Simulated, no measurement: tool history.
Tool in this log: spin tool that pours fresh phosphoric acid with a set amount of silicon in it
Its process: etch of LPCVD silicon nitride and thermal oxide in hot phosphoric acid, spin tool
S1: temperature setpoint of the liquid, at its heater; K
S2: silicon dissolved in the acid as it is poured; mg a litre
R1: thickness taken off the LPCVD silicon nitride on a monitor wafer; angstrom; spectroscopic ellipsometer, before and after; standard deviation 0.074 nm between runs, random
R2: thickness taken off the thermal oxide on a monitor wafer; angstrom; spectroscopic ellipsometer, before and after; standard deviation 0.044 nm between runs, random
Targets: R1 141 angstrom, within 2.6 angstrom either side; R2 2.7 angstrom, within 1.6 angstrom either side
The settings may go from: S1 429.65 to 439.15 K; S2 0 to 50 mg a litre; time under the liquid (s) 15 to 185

Run 1, hour 0: S1 434.15 K, S2 25.5 mg a litre, time under the liquid (s) 95. Result: R1 85.618 angstrom, R2 1.364 angstrom.
Run 2, hour 8: S1 434.15 K, S2 12 mg a litre, time under the liquid (s) 95. Result: R1 87.191 angstrom, R2 2.0076 angstrom.
Run 3, hour 11.8: S1 434.65 K, S2 13.5 mg a litre, time under the liquid (s) 100. Result: R1 92.313 angstrom, R2 1.8846 angstrom.
Run 4, hour 19.5: S1 435.15 K, S2 12.5 mg a litre, time under the liquid (s) 105. Result: R1 99.206 angstrom, R2 2.325 angstrom.
Run 5, hour 24.5: S1 435.65 K, S2 14 mg a litre, time under the liquid (s) 110. Result: R1 105.1 angstrom, R2 2.1776 angstrom.
Run 6, hour 26: S1 435.65 K, S2 19.5 mg a litre, time under the liquid (s) 110. Result: R1 104.84 angstrom, R2 2.5928 angstrom.
Run 7, hour 27: S1 438.15 K, S2 4 mg a litre, time under the liquid (s) 135. Result: R1 141.01 angstrom, R2 4.6705 angstrom.
Run 8, hour 30: S1 438.15 K, S2 7 mg a litre, time under the liquid (s) 135. Result: R1 140.32 angstrom, R2 5.6626 angstrom.
Run 9, hour 36.6: S1 437.65 K, S2 10 mg a litre, time under the liquid (s) 135. Result: R1 137.21 angstrom, R2 3.9707 angstrom.
Run 10, hour 40.1: S1 437.65 K, S2 12 mg a litre, time under the liquid (s) 135. Result: R1 136.56 angstrom, R2 3.8935 angstrom.
Run 11, hour 43.6: S1 437.65 K, S2 13.5 mg a litre, time under the liquid (s) 135. Result: R1 137.87 angstrom, R2 3.666 angstrom.
Run 12, hour 52.4: S1 437.65 K, S2 15 mg a litre, time under the liquid (s) 135. Result: R1 137.74 angstrom, R2 3.843 angstrom.

Consider the 4 candidate settings below. Which is the only one whose results all fall within their allowed miss of target?
Run A, hour 61.2: S1 437.65 K, S2 32 mg a litre, time under the liquid (s) 130. Result: R1 ?, R2 ?.
Run B, hour 61.2: S1 437.15 K, S2 10 mg a litre, time under the liquid (s) 135. Result: R1 ?, R2 ?.
Run C, hour 61.2: S1 433.65 K, S2 37 mg a litre, time under the liquid (s) 165. Result: R1 ?, R2 ?.
Run D, hour 61.2: S1 436.15 K, S2 26 mg a litre, time under the liquid (s) 145. Result: R1 ?, R2 ?.

move      R1      R2
   A  133.06  2.3675
   B  135.92  4.3166
   C  147.88  1.8309
   D  141.24  2.8955
A: its largest miss is bigger than the last run's
B: its largest miss is bigger than the last run's
C: carries the result that was furthest off beyond its target, to the other side
D: all results land within tolerance of their targets
Answer: D
